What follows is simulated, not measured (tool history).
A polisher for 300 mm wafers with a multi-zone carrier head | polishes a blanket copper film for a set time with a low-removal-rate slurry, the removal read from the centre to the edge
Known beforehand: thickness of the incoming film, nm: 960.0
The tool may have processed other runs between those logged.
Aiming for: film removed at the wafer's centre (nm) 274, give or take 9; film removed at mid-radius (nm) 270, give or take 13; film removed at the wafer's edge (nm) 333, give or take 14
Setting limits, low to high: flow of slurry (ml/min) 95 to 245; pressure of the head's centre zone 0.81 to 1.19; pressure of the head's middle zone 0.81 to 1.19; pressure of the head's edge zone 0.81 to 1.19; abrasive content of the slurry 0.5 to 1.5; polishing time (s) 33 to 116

run  hour  flow of slurry (ml/min)  pressure of the head's centre zone  pressure of the head's middle zone  pressure of the head's edge zone  abrasive content of the slurry  polishing time (s)  film removed at the wafer's centre (nm)  film removed at mid-radius (nm)  film removed at the wafer's edge (nm)
  1     0                      155                                   1                                   1                                 1                               1                  74                                   214.54                           217.21                                 223.91
  2   3.7                      155                                0.99                                0.99                              1.02                            1.05                  75                                   218.98                           221.49                                  232.9
  3   5.6                      155                                0.95                                0.99                              1.02                            1.05                  75                                   212.77                           223.59                                 227.56
  4   8.7                      150                                0.95                                0.98                              1.04                             1.1                  77                                   219.01                           225.89                                 239.44
  5  14.2                      150                                0.95                                0.98                              1.06                            1.15                  78                                   221.93                           224.92                                 244.98
  6  20.1                      150                                0.95                                0.93                              1.06                            1.15                  78                                   223.08                           221.27                                 245.99
  7  26.3                      150                                0.94                                0.93                              1.07                             1.2                  80                                   228.58                           227.44                                  257.3
  8  32.4                      155                                0.94                                0.93                              1.08                            1.25                  81                                    235.2                           239.19                                 268.12

Below are 4 possible settings for the next run. Only one of them brings all results inside the allowed miss of their targets. Which is it?
  A  38.5                      180                                1.17                                0.99                              0.82                            1.15                  77                                        ?                                ?                                      ?
  B  38.5                      160                                0.89                                0.84                              1.16                            1.35                  95                                        ?                                ?                                      ?
  C  38.5                      155                                0.99                                0.96                              1.03                             1.2                  95                                        ?                                ?                                      ?
  D  38.5                      195                                1.01                                 1.1                              0.83                            1.15                  77                                        ?                                ?                                      ?

move  film removed at the wafer's centre (nm)  film removed at mid-radius (nm)  film removed at the wafer's edge (nm)
   A                                   276.21                           241.61                                 229.98
   B                                   274.12                           268.16                                 337.19
   C                                    287.7                            283.8                                 307.99
   D                                   250.01                           265.62                                 233.75
A: further off than the last run
B: every result within its allowed miss
C: moves toward the targets from the last run without getting all of them in spec
D: further off than the last run
So the answer is move B, the one that meets all the targets.
